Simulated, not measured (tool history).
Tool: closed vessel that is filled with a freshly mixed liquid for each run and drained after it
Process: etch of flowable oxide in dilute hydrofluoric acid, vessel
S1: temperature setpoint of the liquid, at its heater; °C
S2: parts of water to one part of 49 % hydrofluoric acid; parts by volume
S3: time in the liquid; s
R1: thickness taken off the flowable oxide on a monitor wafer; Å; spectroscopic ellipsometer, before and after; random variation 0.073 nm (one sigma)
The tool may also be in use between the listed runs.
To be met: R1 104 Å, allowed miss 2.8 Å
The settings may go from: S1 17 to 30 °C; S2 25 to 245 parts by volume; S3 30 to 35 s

{"run": 1, "hour": 0.0, "S1": 22, "S2": 135, "S3": 35, "R1": 65.829}
{"run": 2, "hour": 9.3, "S1": 22, "S2": 135, "S3": 30, "R1": 56.072}
{"run": 3, "hour": 15.8, "S1": 22, "S2": 170, "S3": 30, "R1": 43.42}
{"run": 4, "hour": 21.2, "S1": 24, "S2": 150, "S3": 30, "R1": 53.71}
{"run": 5, "hour": 28.0, "S1": 24, "S2": 150, "S3": 30, "R1": 54.31}
{"run": 6, "hour": 31.2, "S1": 25.5, "S2": 130, "S3": 30, "R1": 67.797}
{"run": 7, "hour": 37.8, "S1": 25.5, "S2": 130, "S3": 30, "R1": 68.311}
{"run": 8, "hour": 39.6, "S1": 26.5, "S2": 120, "S3": 30, "R1": 76.98}
{"run": 9, "hour": 40.6, "S1": 27.5, "S2": 115, "S3": 30, "R1": 84.475}
{"run": 10, "hour": 46.7, "S1": 28, "S2": 110, "S3": 30, "R1": 91.891}

4 next moves are on the table. One of them brings every result within its allowed miss. Which?
{"run": "A", "hour": 52.8, "S1": 27.5, "S2": 105, "S3": 35, "R1": "?"}
{"run": "B", "hour": 52.8, "S1": 27, "S2": 90, "S3": 30, "R1": "?"}
{"run": "C", "hour": 52.8, "S1": 29.5, "S2": 95, "S3": 30, "R1": "?"}
{"run": "D", "hour": 52.8, "S1": 24, "S2": 85, "S3": 30, "R1": "?"}

move=A R1=109.05
move=B R1=109.01
move=C R1=113.07
move=D R1=103.02
A: takes the result that was furthest off past its target
B: takes the result that was furthest off past its target
C: takes the result that was furthest off past its target
D: meets every target
Answer: D

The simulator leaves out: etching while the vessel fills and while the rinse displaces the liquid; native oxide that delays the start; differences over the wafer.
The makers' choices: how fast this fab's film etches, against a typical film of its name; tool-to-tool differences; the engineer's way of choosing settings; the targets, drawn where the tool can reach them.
